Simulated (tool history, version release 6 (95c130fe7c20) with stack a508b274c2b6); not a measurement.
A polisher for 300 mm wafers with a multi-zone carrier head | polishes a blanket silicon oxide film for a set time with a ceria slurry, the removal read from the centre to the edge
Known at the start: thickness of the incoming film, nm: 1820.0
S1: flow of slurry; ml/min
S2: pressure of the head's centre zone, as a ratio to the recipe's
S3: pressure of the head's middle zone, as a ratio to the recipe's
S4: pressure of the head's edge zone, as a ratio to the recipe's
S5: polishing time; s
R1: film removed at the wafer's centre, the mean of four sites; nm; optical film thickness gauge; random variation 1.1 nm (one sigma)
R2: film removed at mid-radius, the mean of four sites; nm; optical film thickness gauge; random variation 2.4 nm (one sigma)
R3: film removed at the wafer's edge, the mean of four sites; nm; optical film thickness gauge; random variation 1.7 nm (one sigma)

| run | hour | S1 | S2 | S3 | S4 | S5 | R1 | R2 | R3 |
|---|---|---|---|---|---|---|---|---|---|
| 1 | 0.0 | 235 | 1.00 | 1.00 | 1.00 | 52 | 149.96 | 151.09 | 150.77 |
| 2 | 1.1 | 235 | 0.96 | 1.00 | 1.00 | 52 | 142.67 | 150.63 | 149.78 |
| 3 | 9.3 | 180 | 0.96 | 1.00 | 1.00 | 52 | 136.39 | 148.60 | 145.50 |
| 4 | 10.3 | 180 | 0.96 | 1.00 | 0.92 | 52 | 136.00 | 150.39 | 141.54 |
| 5 | 13.7 | 150 | 0.96 | 1.00 | 0.92 | 52 | 130.09 | 139.67 | 140.03 |
| 6 | 19.7 | 150 | 0.96 | 1.00 | 0.92 | 59 | 148.28 | 165.11 | 153.98 |
| 7 | 22.2 | 185 | 0.96 | 0.99 | 0.97 | 59 | 154.90 | 167.78 | 164.21 |
| 8 | 26.4 | 185 | 0.96 | 0.99 | 0.97 | 59 | 155.24 | 166.54 | 164.14 |

Run 9 comes next. What will it give?
| 9 | 27.6 | 210 | 0.96 | 0.99 | 0.99 | 59 | ? | ? | ? |

Run 9 gave R1 160.51 nm, R2 167.29 nm, R3 169.49 nm.

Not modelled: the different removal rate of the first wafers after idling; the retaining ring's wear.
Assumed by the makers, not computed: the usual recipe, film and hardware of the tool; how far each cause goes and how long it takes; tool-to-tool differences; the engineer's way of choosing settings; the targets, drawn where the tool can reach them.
